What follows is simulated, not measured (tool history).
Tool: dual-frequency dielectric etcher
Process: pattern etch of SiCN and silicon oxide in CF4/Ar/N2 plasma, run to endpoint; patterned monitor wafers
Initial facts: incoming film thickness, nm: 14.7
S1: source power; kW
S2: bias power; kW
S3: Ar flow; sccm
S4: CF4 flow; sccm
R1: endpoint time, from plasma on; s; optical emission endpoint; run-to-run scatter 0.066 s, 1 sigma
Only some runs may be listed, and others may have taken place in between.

{"run": 1, "hour": 0.0, "S1": 0.54, "S2": 0.051, "S3": 111, "S4": 53, "R1": 19.051}
{"run": 2, "hour": 1.8, "S1": 0.61, "S2": 0.051, "S3": 111, "S4": 53, "R1": 17.036}
{"run": 3, "hour": 3.0, "S1": 0.61, "S2": 0.043, "S3": 111, "S4": 53, "R1": 18.401}
{"run": 4, "hour": 5.0, "S1": 0.61, "S2": 0.034, "S3": 111, "S4": 53, "R1": 20.727}
{"run": 5, "hour": 6.8, "S1": 0.61, "S2": 0.034, "S3": 104, "S4": 53, "R1": 20.495}
{"run": 6, "hour": 15.2, "S1": 0.65, "S2": 0.036, "S3": 103, "S4": 53, "R1": 18.593}

Run 7 has not been measured yet. What should we expect?
{"run": 7, "hour": 17.8, "S1": 0.68, "S2": 0.037, "S3": 103, "S4": 53, "R1": "?"}

R1: 17.518 s
